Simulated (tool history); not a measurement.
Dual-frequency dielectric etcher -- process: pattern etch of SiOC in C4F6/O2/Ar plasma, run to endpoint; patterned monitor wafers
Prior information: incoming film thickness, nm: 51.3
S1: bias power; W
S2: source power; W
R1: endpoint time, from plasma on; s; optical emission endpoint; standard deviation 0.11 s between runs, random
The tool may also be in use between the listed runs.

| run | hour | S1 | S2 | R1 |
|---|---|---|---|---|
| 1 | 0 | 553 | 410 | 18.262 |
| 2 | 1.6 | 474 | 410 | 19.526 |
| 3 | 6.9 | 429 | 410 | 20.857 |
| 4 | 8.5 | 355 | 410 | 22.559 |
| 5 | 15.4 | 355 | 460 | 21.766 |
| 6 | 21.5 | 355 | 490 | 20.788 |
| 7 | 22.8 | 409 | 500 | 19.216 |
| 8 | 30.1 | 447 | 500 | 18.403 |
|  | 32.9 | bias power generator calibrated |
| 9 | 32.9 | 478 | 500 | 17.266 |
| 10 | 37.8 | 497 | 500 | 17.173 |

What will run 11 give?
| 11 | 43.2 | 516 | 500 | ? |

Logged for run 11: R1 16.945 s.

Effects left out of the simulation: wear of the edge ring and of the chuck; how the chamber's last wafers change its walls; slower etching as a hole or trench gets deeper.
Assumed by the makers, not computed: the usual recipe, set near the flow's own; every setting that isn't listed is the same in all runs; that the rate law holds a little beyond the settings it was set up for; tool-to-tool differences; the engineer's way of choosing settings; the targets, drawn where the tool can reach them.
